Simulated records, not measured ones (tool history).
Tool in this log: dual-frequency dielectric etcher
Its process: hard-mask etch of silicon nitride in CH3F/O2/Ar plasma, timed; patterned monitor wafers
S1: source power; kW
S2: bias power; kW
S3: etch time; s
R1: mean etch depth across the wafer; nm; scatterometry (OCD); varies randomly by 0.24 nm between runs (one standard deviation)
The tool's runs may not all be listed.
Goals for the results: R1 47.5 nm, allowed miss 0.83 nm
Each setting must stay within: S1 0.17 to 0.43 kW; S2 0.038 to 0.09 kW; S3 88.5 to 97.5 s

run	hour	S1	S2	S3	R1
1	0	0.3	0.064	97.5	56.866
2	5.5	0.28	0.063	97.5	54.952
3	8.9	0.28	0.058	97.5	52.939
4	16.6	0.27	0.058	97.5	52.792
5	25.6	0.27	0.07	97.5	56.202
6	26.9	0.27	0.08	97.5	58.989
7	28.4	0.21	0.067	93.5	48.939
8	37.2	0.2	0.067	93.5	48.503

Below are 4 possible settings for the next run. Only one of them brings all results inside the allowed miss of their targets. Which is it?
A	46	0.18	0.074	94	?
B	46	0.17	0.072	91	?
C	46	0.19	0.062	94.5	?
D	46	0.21	0.056	91	?

move	R1
A	48.96
B	46.199
C	47.09
D	45.189
A: misses by more than the last run did
B: the result that was furthest off in the last run now lies on the other side of its target
C: hits every target within its allowed miss
D: the result that was furthest off in the last run now lies on the other side of its target
C is the move that brings every result within its allowed miss.
